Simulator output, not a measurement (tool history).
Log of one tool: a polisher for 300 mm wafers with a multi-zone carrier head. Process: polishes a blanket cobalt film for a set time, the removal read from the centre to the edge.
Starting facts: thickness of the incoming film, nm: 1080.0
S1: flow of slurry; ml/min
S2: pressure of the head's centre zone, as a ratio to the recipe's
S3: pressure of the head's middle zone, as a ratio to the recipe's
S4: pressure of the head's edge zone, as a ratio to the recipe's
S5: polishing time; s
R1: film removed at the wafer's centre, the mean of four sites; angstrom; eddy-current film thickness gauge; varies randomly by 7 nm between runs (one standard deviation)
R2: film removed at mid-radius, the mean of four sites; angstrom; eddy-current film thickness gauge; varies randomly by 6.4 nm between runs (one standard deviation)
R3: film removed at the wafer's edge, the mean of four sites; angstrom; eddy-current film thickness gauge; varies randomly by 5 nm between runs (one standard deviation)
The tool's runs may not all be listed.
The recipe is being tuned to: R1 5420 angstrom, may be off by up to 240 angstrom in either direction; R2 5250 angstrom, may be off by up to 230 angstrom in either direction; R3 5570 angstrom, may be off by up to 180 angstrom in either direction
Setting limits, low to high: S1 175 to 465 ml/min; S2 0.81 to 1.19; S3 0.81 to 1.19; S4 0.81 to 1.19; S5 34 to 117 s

{"run": 1, "hour": 0.0, "S1": 295, "S2": 1, "S3": 1, "S4": 1, "S5": 75, "R1": 4445.3, "R2": 4425, "R3": 3975.5}
{"run": 2, "hour": 8.8, "S1": 295, "S2": 1, "S3": 1, "S4": 1, "S5": 66, "R1": 3909.9, "R2": 3811.3, "R3": 3526.2}
{"run": 3, "hour": 15.4, "S1": 295, "S2": 1, "S3": 1, "S4": 0.95, "S5": 66, "R1": 3894, "R2": 3882.8, "R3": 3464.5}
{"run": 4, "hour": 24.0, "S1": 295, "S2": 0.98, "S3": 0.97, "S4": 1, "S5": 74, "R1": 4288, "R2": 4152.9, "R3": 3942.7}
{"run": 5, "hour": 27.1, "S1": 295, "S2": 0.98, "S3": 1.01, "S4": 1, "S5": 74, "R1": 4329.3, "R2": 4303.1, "R3": 3895.4}
{"run": 6, "hour": 29.2, "S1": 295, "S2": 0.98, "S3": 0.94, "S4": 1, "S5": 74, "R1": 4257.6, "R2": 4123, "R3": 4018.5}
{"run": 7, "hour": 34.6, "S1": 300, "S2": 0.97, "S3": 0.93, "S4": 1.02, "S5": 79, "R1": 4405.9, "R2": 4472.9, "R3": 4325.6}
{"run": 8, "hour": 38.6, "S1": 305, "S2": 0.99, "S3": 0.91, "S4": 1.05, "S5": 82, "R1": 4712.6, "R2": 4340.2, "R3": 4501.5}
{"hour": 42.3, "done": "edge zone pressure recalibrated"}
{"run": 9, "hour": 42.3, "S1": 305, "S2": 0.98, "S3": 0.91, "S4": 1.06, "S5": 86, "R1": 4870.3, "R2": 4712.5, "R3": 5014.2}
{"run": 10, "hour": 45.2, "S1": 310, "S2": 0.99, "S3": 0.93, "S4": 1.08, "S5": 87, "R1": 4946.8, "R2": 4940.7, "R3": 4995.7}
{"run": 11, "hour": 51.2, "S1": 310, "S2": 1, "S3": 0.93, "S4": 1.1, "S5": 88, "R1": 5182, "R2": 4866.1, "R3": 5195}
{"run": 12, "hour": 56.3, "S1": 315, "S2": 1, "S3": 0.94, "S4": 1.11, "S5": 89, "R1": 5188.2, "R2": 4895.4, "R3": 5280.7}
{"run": 13, "hour": 62.7, "S1": 315, "S2": 1, "S3": 0.95, "S4": 1.11, "S5": 90, "R1": 5163.7, "R2": 4982.8, "R3": 5336}

Below are 5 possible settings for the next run. Only one of them brings all results inside the allowed miss of their targets. Which is it?
{"run": "A", "hour": 69.1, "S1": 290, "S2": 0.94, "S3": 0.95, "S4": 1.12, "S5": 91, "R1": "?", "R2": "?", "R3": "?"}
{"run": "B", "hour": 69.1, "S1": 300, "S2": 0.83, "S3": 1.08, "S4": 1, "S5": 95, "R1": "?", "R2": "?", "R3": "?"}
{"run": "C", "hour": 69.1, "S1": 260, "S2": 0.97, "S3": 0.93, "S4": 1.06, "S5": 97, "R1": "?", "R2": "?", "R3": "?"}
{"run": "D", "hour": 69.1, "S1": 285, "S2": 0.89, "S3": 1.02, "S4": 1.05, "S5": 90, "R1": "?", "R2": "?", "R3": "?"}
{"run": "E", "hour": 69.1, "S1": 300, "S2": 0.96, "S3": 0.92, "S4": 1.14, "S5": 88, "R1": "?", "R2": "?", "R3": "?"}

move=A R1=5004 R2=5067.3 R3=5413.9
move=B R1=4754.4 R2=5921.2 R3=5347.9
move=C R1=5395.4 R2=5240.2 R3=5561.8
move=D R1=4729.4 R2=5312.5 R3=5171.3
move=E R1=4940.4 R2=4787.2 R3=5299.6
A: brings the last run's worst result on target, with another outside its allowed miss
B: further off than the last run
C: in spec on every target
D: further off than the last run
E: further off than the last run
So the answer is move C, the one that meets all the targets.
